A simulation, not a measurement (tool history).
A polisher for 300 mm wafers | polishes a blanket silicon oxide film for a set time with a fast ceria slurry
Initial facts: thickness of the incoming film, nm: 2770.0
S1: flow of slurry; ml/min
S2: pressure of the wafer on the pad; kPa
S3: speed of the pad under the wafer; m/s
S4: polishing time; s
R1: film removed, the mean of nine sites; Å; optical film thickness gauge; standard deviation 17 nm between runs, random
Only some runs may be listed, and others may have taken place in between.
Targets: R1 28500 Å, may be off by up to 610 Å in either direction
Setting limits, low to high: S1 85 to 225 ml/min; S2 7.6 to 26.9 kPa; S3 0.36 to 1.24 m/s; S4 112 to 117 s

run,day,S1,S2,S3,S4,R1
1,0,145,17.2,0.8,112,14491
2,0.183,145,19.3,0.8,112,16297
3,0.375,150,20.7,0.8,112,17615
4,0.725,155,21.4,0.82,112,18539
5,0.796,155,22.1,0.84,112,19604
6,1.1,155,22.8,0.86,112,20838
7,1.275,155,23.4,0.88,112,21935
8,1.412,160,24.1,0.88,112,22661
9,1.738,160,24.8,0.9,112,23527
10,1.767,160,24.8,0.92,112,24291
11,2.012,170,26.2,0.94,112,26387
12,2.375,170,26.9,0.96,112,27676

Of the 5 settings listed for the next run, only one would bring every result within its allowed miss of target. Which one?
A,2.738,165,25.5,0.98,112,?
B,2.738,155,23.4,1.1,114,?
C,2.738,130,26.9,1.02,114,?
D,2.738,190,26.9,0.9,116,?
E,2.738,150,21.4,1.14,117,?

move,R1
A,26561
B,27558
C,28269
D,27253
E,26601
A: misses by more than the last run did
B: misses by more than the last run did
C: every result lands within tolerance
D: misses by more than the last run did
E: misses by more than the last run did
So the answer is move C, the one that meets all the targets.
